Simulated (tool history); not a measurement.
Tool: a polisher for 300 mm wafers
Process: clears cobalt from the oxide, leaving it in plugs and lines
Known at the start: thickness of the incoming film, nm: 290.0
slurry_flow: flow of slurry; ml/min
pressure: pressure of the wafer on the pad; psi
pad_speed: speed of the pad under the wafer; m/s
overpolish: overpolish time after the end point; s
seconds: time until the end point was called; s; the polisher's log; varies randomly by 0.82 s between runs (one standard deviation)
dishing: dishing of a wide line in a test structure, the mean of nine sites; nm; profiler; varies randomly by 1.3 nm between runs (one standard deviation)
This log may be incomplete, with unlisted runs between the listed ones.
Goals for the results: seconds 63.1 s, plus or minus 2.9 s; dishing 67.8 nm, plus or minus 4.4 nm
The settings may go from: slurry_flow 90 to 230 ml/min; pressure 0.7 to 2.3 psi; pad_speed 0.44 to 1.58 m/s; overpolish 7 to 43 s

{"run": 1, "day": 0.0, "slurry_flow": 150, "pressure": 1.5, "pad_speed": 1, "overpolish": 22, "seconds": 86.314, "dishing": 48.655}
{"run": 2, "day": 0.029, "slurry_flow": 150, "pressure": 1.6, "pad_speed": 1, "overpolish": 23, "seconds": 83.225, "dishing": 52.494}
{"run": 3, "day": 0.25, "slurry_flow": 150, "pressure": 1.8, "pad_speed": 1, "overpolish": 23, "seconds": 73.893, "dishing": 58.023}
{"run": 4, "day": 0.608, "slurry_flow": 155, "pressure": 1.9, "pad_speed": 1, "overpolish": 23, "seconds": 70.937, "dishing": 57.449}
{"run": 5, "day": 0.758, "slurry_flow": 155, "pressure": 1.9, "pad_speed": 0.88, "overpolish": 23, "seconds": 77.447, "dishing": 52.495}
{"run": 6, "day": 1.079, "slurry_flow": 155, "pressure": 2, "pad_speed": 0.88, "overpolish": 23, "seconds": 76.432, "dishing": 54.765}
{"run": 7, "day": 1.329, "slurry_flow": 155, "pressure": 2.1, "pad_speed": 0.88, "overpolish": 23, "seconds": 75.009, "dishing": 57.504}
{"run": 8, "day": 1.412, "slurry_flow": 160, "pressure": 2.1, "pad_speed": 0.9, "overpolish": 23, "seconds": 68.676, "dishing": 58.527}
{"run": 9, "day": 1.654, "slurry_flow": 160, "pressure": 2.1, "pad_speed": 0.9, "overpolish": 24, "seconds": 70.874, "dishing": 60.76}
{"run": 10, "day": 1.862, "slurry_flow": 165, "pressure": 2.1, "pad_speed": 0.9, "overpolish": 24, "seconds": 70.467, "dishing": 59.221}
{"run": 11, "day": 2.008, "slurry_flow": 165, "pressure": 2.2, "pad_speed": 0.92, "overpolish": 25, "seconds": 65.713, "dishing": 62.452}

Consider the 4 candidate settings below. Which is the only one whose results all fall within their allowed miss of target?
{"run": "A", "day": 2.154, "slurry_flow": 165, "pressure": 2.2, "pad_speed": 0.86, "overpolish": 24, "seconds": "?", "dishing": "?"}
{"run": "B", "day": 2.154, "slurry_flow": 150, "pressure": 1.9, "pad_speed": 1.12, "overpolish": 18, "seconds": "?", "dishing": "?"}
{"run": "C", "day": 2.154, "slurry_flow": 150, "pressure": 2.1, "pad_speed": 0.9, "overpolish": 31, "seconds": "?", "dishing": "?"}
{"run": "D", "day": 2.154, "slurry_flow": 165, "pressure": 2.2, "pad_speed": 0.96, "overpolish": 29, "seconds": "?", "dishing": "?"}

move=A seconds=71.38 dishing=61.271
move=B seconds=63.761 dishing=55.123
move=C seconds=72.052 dishing=69.776
move=D seconds=64.177 dishing=71.346
A: its largest miss is bigger than the last run's
B: its largest miss is bigger than the last run's
C: puts the biggest miss on target and leaves a different result outside tolerance
D: each result inside its tolerance
The move that meets every target is D.

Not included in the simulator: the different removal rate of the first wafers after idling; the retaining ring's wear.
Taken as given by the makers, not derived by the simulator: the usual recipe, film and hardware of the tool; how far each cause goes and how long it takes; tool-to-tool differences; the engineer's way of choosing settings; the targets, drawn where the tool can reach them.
